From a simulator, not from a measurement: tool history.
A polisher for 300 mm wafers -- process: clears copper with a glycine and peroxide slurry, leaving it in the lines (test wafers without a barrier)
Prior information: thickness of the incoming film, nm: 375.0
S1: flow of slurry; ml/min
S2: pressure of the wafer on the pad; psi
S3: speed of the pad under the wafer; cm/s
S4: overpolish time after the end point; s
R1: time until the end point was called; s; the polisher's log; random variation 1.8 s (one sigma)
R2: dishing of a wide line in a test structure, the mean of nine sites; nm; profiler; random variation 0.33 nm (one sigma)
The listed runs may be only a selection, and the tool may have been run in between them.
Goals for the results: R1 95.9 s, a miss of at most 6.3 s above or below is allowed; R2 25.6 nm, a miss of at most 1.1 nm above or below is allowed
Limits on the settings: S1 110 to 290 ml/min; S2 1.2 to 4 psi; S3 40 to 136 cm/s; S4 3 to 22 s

run 1 hour=0 | S1=185 S2=2.6 S3=88 S4=11 | R1=81.82 R2=40.507
run 2 hour=4.1 | S1=190 S2=2.5 S3=88 S4=10 | R1=84.038 R2=35.818
run 3 hour=9.7 | S1=235 S2=2.5 S3=88 S4=10 | R1=84.328 R2=37.637
run 4 hour=13.1 | S1=235 S2=2.5 S3=88 S4=5 | R1=80.372 R2=19.607
run 5 hour=17.8 | S1=235 S2=2.5 S3=88 S4=10 | R1=81.402 R2=37.779
run 6 hour=24.1 | S1=235 S2=2.5 S3=88 S4=6 | R1=82.965 R2=22.465
run 7 hour=25.1 | S1=235 S2=2.5 S3=88 S4=6 | R1=82.612 R2=23.123
run 8 hour=27.2 | S1=235 S2=2.4 S3=88 S4=6 | R1=84.819 R2=22.375
run 9 hour=32.5 | S1=235 S2=2.3 S3=88 S4=6 | R1=87.831 R2=21.315
run 10 hour=36.1 | S1=235 S2=2.2 S3=86 S4=7 | R1=91.541 R2=24.179
run 11 hour=43.1 | S1=235 S2=2.1 S3=86 S4=7 | R1=94.946 R2=22.69

Below are 5 possible settings for the next run. Only one of them brings all results inside the allowed miss of their targets. Which is it?
run A hour=50.1 | S1=225 S2=1.6 S3=90 S4=11 | R1=? R2=?
run B hour=50.1 | S1=210 S2=2.2 S3=80 S4=8 | R1=? R2=?
run C hour=50.1 | S1=285 S2=1.9 S3=74 S4=10 | R1=? R2=?
run D hour=50.1 | S1=230 S2=1.8 S3=80 S4=10 | R1=? R2=?
run E hour=50.1 | S1=245 S2=2.2 S3=82 S4=7 | R1=? R2=?

move=A R1=110.81 R2=29.181
move=B R1=94.685 R2=25.287
move=C R1=106.37 R2=27.908
move=D R1=108.45 R2=27.354
move=E R1=91.628 R2=22.987
A: takes the biggest miss from the last run beyond its target
B: hits every target within its allowed miss
C: takes the biggest miss from the last run beyond its target
D: takes the biggest miss from the last run beyond its target
E: gains on the last run, yet a result remains outside its allowed miss
Move B is the one to make.
